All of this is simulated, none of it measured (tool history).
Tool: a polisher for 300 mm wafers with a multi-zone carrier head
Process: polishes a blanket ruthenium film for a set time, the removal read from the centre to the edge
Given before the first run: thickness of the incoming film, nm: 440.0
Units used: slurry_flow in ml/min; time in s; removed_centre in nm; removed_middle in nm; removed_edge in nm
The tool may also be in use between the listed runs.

Run 1, hour 0.0: slurry_flow 265 ml/min, centre_zone 1.00, middle_zone 1.00, edge_zone 1.00, time 74 s. Result: removed_centre 86.435 nm, removed_middle 85.479 nm, removed_edge 83.534 nm.
Run 2, hour 6.5: slurry_flow 270 ml/min, centre_zone 1.01, middle_zone 0.98, edge_zone 1.05, time 80 s. Result: removed_centre 95.649 nm, removed_middle 90.965 nm, removed_edge 91.663 nm.
Run 3, hour 9.6: slurry_flow 270 ml/min, centre_zone 1.01, middle_zone 0.91, edge_zone 1.05, time 80 s. Result: removed_centre 96.069 nm, removed_middle 87.070 nm, removed_edge 91.742 nm.
Run 4, hour 16.6: slurry_flow 275 ml/min, centre_zone 1.01, middle_zone 0.90, edge_zone 1.09, time 84 s. Result: removed_centre 98.510 nm, removed_middle 87.783 nm, removed_edge 97.740 nm.
Run 5, hour 19.9: slurry_flow 280 ml/min, centre_zone 1.02, middle_zone 0.91, edge_zone 1.11, time 87 s. Result: removed_centre 103.700 nm, removed_middle 95.347 nm, removed_edge 102.880 nm.
Run 6, hour 22.2: slurry_flow 305 ml/min, centre_zone 1.02, middle_zone 0.91, edge_zone 1.11, time 87 s. Result: removed_centre 104.410 nm, removed_middle 94.778 nm, removed_edge 103.400 nm.
Run 7, hour 28.8: slurry_flow 305 ml/min, centre_zone 1.03, middle_zone 0.90, edge_zone 1.13, time 89 s. Result: removed_centre 105.110 nm, removed_middle 96.360 nm, removed_edge 106.030 nm.
Run 8, hour 29.8: slurry_flow 305 ml/min, centre_zone 1.04, middle_zone 0.89, edge_zone 1.13, time 91 s. Result: removed_centre 110.010 nm, removed_middle 98.786 nm, removed_edge 107.930 nm.
Run 9, hour 36.3: slurry_flow 305 ml/min, centre_zone 1.04, middle_zone 0.88, edge_zone 1.14, time 93 s. Result: removed_centre 114.940 nm, removed_middle 98.187 nm, removed_edge 110.090 nm.

Predict the results of run 10:
Run 10, hour 43.0: slurry_flow 305 ml/min, centre_zone 1.04, middle_zone 0.88, edge_zone 1.15, time 94 s. Result: removed_centre ?, removed_middle ?, removed_edge ?.

removed_centre: 115.710 nm
removed_middle: 98.281 nm
removed_edge: 112.760 nm
